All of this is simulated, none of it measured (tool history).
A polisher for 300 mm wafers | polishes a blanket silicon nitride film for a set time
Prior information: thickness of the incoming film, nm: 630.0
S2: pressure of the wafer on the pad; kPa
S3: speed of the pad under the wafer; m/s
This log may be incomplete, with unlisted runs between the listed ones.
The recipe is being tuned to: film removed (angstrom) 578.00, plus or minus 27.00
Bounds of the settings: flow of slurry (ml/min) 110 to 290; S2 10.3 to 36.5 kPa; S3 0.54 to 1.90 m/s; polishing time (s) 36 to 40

run 1 hour=0.0 | flow_of_slurry_(ml/min)=185 S2=23.4 S3=1.22 polishing_time_(s)=40 | film_removed_(angstrom)=779.06
run 2 hour=7.2 | flow_of_slurry_(ml/min)=150 S2=23.4 S3=1.22 polishing_time_(s)=40 | film_removed_(angstrom)=755.97
run 3 hour=14.5 | flow_of_slurry_(ml/min)=150 S2=20.0 S3=1.22 polishing_time_(s)=40 | film_removed_(angstrom)=687.43
run 4 hour=16.0 | flow_of_slurry_(ml/min)=150 S2=19.3 S3=1.22 polishing_time_(s)=40 | film_removed_(angstrom)=670.42
run 5 hour=17.9 | flow_of_slurry_(ml/min)=150 S2=18.6 S3=1.22 polishing_time_(s)=40 | film_removed_(angstrom)=664.32
run 6 hour=19.8 | flow_of_slurry_(ml/min)=170 S2=18.6 S3=1.22 polishing_time_(s)=40 | film_removed_(angstrom)=682.96
run 7 hour=22.5 | flow_of_slurry_(ml/min)=165 S2=17.9 S3=1.22 polishing_time_(s)=40 | film_removed_(angstrom)=647.99
-- hour=30.0 worn pad replaced by a new one
run 8 hour=30.0 | flow_of_slurry_(ml/min)=165 S2=17.2 S3=1.22 polishing_time_(s)=40 | film_removed_(angstrom)=727.40
run 9 hour=34.9 | flow_of_slurry_(ml/min)=155 S2=17.2 S3=1.20 polishing_time_(s)=40 | film_removed_(angstrom)=698.19
run 10 hour=36.4 | flow_of_slurry_(ml/min)=150 S2=16.5 S3=1.12 polishing_time_(s)=39 | film_removed_(angstrom)=614.78

Which of these 4 next moves meets every target?
run A hour=37.9 | flow_of_slurry_(ml/min)=120 S2=16.5 S3=1.24 polishing_time_(s)=39 | film_removed_(angstrom)=?
run B hour=37.9 | flow_of_slurry_(ml/min)=110 S2=14.5 S3=1.14 polishing_time_(s)=36 | film_removed_(angstrom)=?
run C hour=37.9 | flow_of_slurry_(ml/min)=150 S2=20.0 S3=0.86 polishing_time_(s)=40 | film_removed_(angstrom)=?
run D hour=37.9 | flow_of_slurry_(ml/min)=165 S2=17.2 S3=1.14 polishing_time_(s)=40 | film_removed_(angstrom)=?

move=A film_removed_(angstrom)=642.97
move=B film_removed_(angstrom)=502.46
move=C film_removed_(angstrom)=577.66
move=D film_removed_(angstrom)=662.05
A: misses by more than the last run did
B: moves the result that the last run missed by most past its target, out the other side
C: every result lands within tolerance
D: misses by more than the last run did
C meets every target.

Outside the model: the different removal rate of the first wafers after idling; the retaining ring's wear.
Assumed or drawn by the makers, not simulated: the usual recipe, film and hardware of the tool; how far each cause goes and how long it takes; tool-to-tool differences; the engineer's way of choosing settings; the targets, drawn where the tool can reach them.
